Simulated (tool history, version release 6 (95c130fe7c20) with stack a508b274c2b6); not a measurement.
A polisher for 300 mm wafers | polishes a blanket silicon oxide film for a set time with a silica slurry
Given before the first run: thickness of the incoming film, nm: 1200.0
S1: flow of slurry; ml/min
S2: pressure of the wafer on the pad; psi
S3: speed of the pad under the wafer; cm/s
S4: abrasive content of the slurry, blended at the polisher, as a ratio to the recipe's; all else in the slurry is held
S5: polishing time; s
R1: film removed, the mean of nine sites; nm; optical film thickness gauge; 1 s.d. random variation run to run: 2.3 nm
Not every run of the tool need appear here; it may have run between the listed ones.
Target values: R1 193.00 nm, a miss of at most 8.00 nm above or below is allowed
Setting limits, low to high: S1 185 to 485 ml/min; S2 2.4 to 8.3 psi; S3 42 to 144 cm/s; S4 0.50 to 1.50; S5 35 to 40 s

run	hour	S1	S2	S3	S4	S5	R1
1	0.0	310	5.3	92	1.00	40	142.61
2	8.3	310	5.3	92	1.00	35	127.91
3	12.6	310	5.9	92	1.00	35	133.03
4	20.8	310	6.5	98	1.00	35	148.11
5	25.6	310	7.0	102	1.00	35	159.64
6	26.3	310	7.5	102	1.00	35	164.21
# hour 29.8: slurry nozzle cleaned
7	29.8	310	7.7	106	1.00	35	180.93
8	30.6	310	7.9	106	1.00	35	183.34
9	36.7	310	7.9	106	1.00	35	182.55

4 next moves are on the table. One of them brings every result within its allowed miss. Which?
A	42.8	325	7.9	98	0.95	36	?
B	42.8	290	7.3	120	0.85	35	?
C	42.8	365	8.3	96	1.05	36	?
D	42.8	285	6.5	108	1.15	36	?

move	R1
A	176.88
B	169.95
C	192.28
D	175.38
A: the biggest miss grows against the last run
B: the biggest miss grows against the last run
C: every result within its allowed miss
D: the biggest miss grows against the last run
C is the move that brings every result within its allowed miss.

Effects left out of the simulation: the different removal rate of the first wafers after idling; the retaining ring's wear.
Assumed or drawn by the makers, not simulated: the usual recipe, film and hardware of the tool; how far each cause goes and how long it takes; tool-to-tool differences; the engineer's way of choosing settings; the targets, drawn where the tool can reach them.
